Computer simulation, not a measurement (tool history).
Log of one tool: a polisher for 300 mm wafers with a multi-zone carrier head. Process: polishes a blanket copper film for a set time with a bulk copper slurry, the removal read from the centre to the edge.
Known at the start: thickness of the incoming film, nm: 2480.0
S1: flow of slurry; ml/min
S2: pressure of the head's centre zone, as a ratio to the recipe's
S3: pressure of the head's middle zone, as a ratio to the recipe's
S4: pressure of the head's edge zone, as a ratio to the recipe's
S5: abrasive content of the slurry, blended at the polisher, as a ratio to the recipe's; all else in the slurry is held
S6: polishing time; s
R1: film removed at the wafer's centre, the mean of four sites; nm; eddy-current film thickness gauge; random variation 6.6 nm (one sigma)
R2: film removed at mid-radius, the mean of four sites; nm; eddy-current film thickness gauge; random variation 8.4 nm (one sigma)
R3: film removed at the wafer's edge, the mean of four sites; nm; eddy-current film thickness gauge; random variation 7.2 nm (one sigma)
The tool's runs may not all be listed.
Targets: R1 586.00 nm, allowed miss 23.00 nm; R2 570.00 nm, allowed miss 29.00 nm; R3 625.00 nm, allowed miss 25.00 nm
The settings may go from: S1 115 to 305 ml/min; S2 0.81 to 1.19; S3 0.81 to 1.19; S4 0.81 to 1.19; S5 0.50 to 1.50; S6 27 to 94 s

{"run": 1, "hour": 0.0, "S1": 195, "S2": 1.0, "S3": 1.0, "S4": 1.0, "S5": 1.0, "S6": 60, "R1": 479.23, "R2": 481.54, "R3": 495.08}
{"run": 2, "hour": 5.0, "S1": 195, "S2": 1.0, "S3": 1.0, "S4": 1.0, "S5": 1.2, "S6": 60, "R1": 500.96, "R2": 486.87, "R3": 508.75}
{"run": 3, "hour": 6.0, "S1": 195, "S2": 1.0, "S3": 1.0, "S4": 1.08, "S5": 1.2, "S6": 60, "R1": 485.93, "R2": 501.51, "R3": 522.46}
{"run": 4, "hour": 11.6, "S1": 200, "S2": 1.01, "S3": 0.99, "S4": 1.1, "S5": 1.25, "S6": 61, "R1": 509.21, "R2": 504.98, "R3": 527.7}
{"run": 5, "hour": 17.3, "S1": 240, "S2": 1.01, "S3": 0.99, "S4": 1.1, "S5": 1.25, "S6": 61, "R1": 521.69, "R2": 511.93, "R3": 543.12}
{"run": 6, "hour": 25.3, "S1": 240, "S2": 1.01, "S3": 0.99, "S4": 1.1, "S5": 1.15, "S6": 61, "R1": 520.96, "R2": 506.89, "R3": 535.45}
{"run": 7, "hour": 29.9, "S1": 240, "S2": 1.0, "S3": 0.98, "S4": 1.11, "S5": 1.2, "S6": 63, "R1": 520.78, "R2": 527.17, "R3": 550.65}
{"run": 8, "hour": 38.6, "S1": 235, "S2": 1.0, "S3": 0.96, "S4": 1.12, "S5": 1.25, "S6": 65, "R1": 559.4, "R2": 544.4, "R3": 579.84}
{"run": 9, "hour": 46.2, "S1": 235, "S2": 0.99, "S3": 0.95, "S4": 1.13, "S5": 1.3, "S6": 66, "R1": 551.3, "R2": 522.98, "R3": 595.73}

5 next moves are on the table. One of them brings every result within its allowed miss. Which?
{"run": "A", "hour": 53.8, "S1": 200, "S2": 0.89, "S3": 1.12, "S4": 1.07, "S5": 1.05, "S6": 74, "R1": "?", "R2": "?", "R3": "?"}
{"run": "B", "hour": 53.8, "S1": 205, "S2": 1.17, "S3": 1.04, "S4": 1.12, "S5": 1.35, "S6": 64, "R1": "?", "R2": "?", "R3": "?"}
{"run": "C", "hour": 53.8, "S1": 185, "S2": 1.03, "S3": 1.12, "S4": 1.19, "S5": 1.35, "S6": 69, "R1": "?", "R2": "?", "R3": "?"}
{"run": "D", "hour": 53.8, "S1": 235, "S2": 1.17, "S3": 1.0, "S4": 1.04, "S5": 1.25, "S6": 66, "R1": "?", "R2": "?", "R3": "?"}
{"run": "E", "hour": 53.8, "S1": 230, "S2": 0.99, "S3": 0.95, "S4": 1.12, "S5": 1.15, "S6": 71, "R1": "?", "R2": "?", "R3": "?"}

move=A R1=539.82 R2=652.20 R3=622.91
move=B R1=617.34 R2=558.48 R3=578.97
move=C R1=590.23 R2=633.49 R3=632.28
move=D R1=637.54 R2=557.11 R3=578.71
move=E R1=585.10 R2=563.31 R3=628.40
A: takes the result that was furthest off past its target
B: brings the result that was furthest off to its target, and leaves another outside
C: takes the result that was furthest off past its target
D: brings the result that was furthest off to its target, and leaves another outside
E: meets every target
The right move is E.

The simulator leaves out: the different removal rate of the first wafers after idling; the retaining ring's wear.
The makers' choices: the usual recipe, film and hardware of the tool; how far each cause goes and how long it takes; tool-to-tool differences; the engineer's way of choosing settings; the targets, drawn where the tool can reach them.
